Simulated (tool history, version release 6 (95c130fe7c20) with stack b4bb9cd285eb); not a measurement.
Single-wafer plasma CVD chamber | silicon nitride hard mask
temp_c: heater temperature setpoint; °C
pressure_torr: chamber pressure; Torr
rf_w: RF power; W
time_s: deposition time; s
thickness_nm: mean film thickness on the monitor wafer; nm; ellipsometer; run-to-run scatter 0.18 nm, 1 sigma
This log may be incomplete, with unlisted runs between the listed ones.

run	hour	temp_c	pressure_torr	rf_w	time_s	thickness_nm
1	0.0	410	1.18	275	29.9	31.743
2	1.5	410	1.36	275	29.9	33.518
3	5.7	410	1.36	295	29.9	35.043
4	11.1	410	1.52	295	29.9	36.477
5	18.3	406	1.52	295	29.9	36.671
6	26.4	406	1.52	295	28.5	34.844
7	31.6	406	1.54	300	28.5	35.320
# hour 33.0: thermocouple changed; heater temperature recalibrated
8	33.0	406	1.56	305	28.5	36.341
9	38.9	406	1.57	310	28.5	36.410

Predict the results of run 10:
10	39.9	406	1.58	315	28.5	?

thickness_nm: 37.096 nm
